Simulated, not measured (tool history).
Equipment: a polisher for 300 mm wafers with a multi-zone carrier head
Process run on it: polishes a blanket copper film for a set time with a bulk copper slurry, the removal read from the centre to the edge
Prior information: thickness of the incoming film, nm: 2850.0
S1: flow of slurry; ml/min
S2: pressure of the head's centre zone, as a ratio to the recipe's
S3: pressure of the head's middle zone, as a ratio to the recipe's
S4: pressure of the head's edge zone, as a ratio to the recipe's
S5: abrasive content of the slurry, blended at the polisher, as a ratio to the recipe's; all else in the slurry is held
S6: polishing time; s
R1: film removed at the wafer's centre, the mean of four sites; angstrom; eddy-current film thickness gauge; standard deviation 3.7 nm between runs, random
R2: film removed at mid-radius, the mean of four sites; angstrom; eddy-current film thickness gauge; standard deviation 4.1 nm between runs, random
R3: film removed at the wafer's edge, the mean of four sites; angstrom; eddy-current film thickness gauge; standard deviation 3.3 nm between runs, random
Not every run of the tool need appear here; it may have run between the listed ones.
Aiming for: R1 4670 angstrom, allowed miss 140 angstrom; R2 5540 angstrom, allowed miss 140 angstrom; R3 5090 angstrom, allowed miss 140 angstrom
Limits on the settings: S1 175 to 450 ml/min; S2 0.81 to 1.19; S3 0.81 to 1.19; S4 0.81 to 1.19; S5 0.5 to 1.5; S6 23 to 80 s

run    day   S1    S2    S3    S4    S5  S6      R1      R2      R3
  1      0  290     1     1     1     1  51  4114.6  4060.5  4007.3
  2  0.208  300  0.99  1.04  1.04   1.1  51    4201  4304.9  4120.5
  3  0.233  300  0.99  1.04  1.04   1.1  45  3702.6    3842  3677.3
  4    0.5  300  0.99  1.04  0.96   1.1  45  3781.1  3795.1  3570.2
     0.633  -- edge zone pressure recalibrated
  5  0.633  300  0.99  1.04  0.96  1.25  45  3884.6  3940.7  3813.2
  6  0.738  300  0.99  1.04  0.96  1.25  56  4775.5  4942.6    4712
  7  1.104  310  0.98  1.06  0.98   1.3  56  4767.4  5034.1  4802.5
  8  1.338  315  0.97  1.08     1  1.35  56  4848.7  5170.1    4988

Which single option among these 5 for the next run brings every result within its allowed miss of target? Just one does.
  A  1.571  305  1.04     1  1.05   1.4  54   ?   ?   ?
  B  1.571  300  0.88  1.07  0.92   1.2  62   ?   ?   ?
  C  1.571  310  0.88     1  1.08  1.35  58   ?   ?   ?
  D  1.571  295  1.08  1.09  1.17  0.75  61   ?   ?   ?
  E  1.571  285  0.98  1.11  1.13  1.25  54   ?   ?   ?

move      R1      R2      R3
   A  4973.8    4665  4940.4
   B  4624.8  5440.5  5098.6
   C  4479.2  4974.6  5336.5
   D  4904.9  4762.3  4952.2
   E  4512.3  4911.7  4939.4
A: lands further from the targets than the last run did
B: every result within its allowed miss
C: lands further from the targets than the last run did
D: lands further from the targets than the last run did
E: lands further from the targets than the last run did
B is the move that brings every result within its allowed miss.
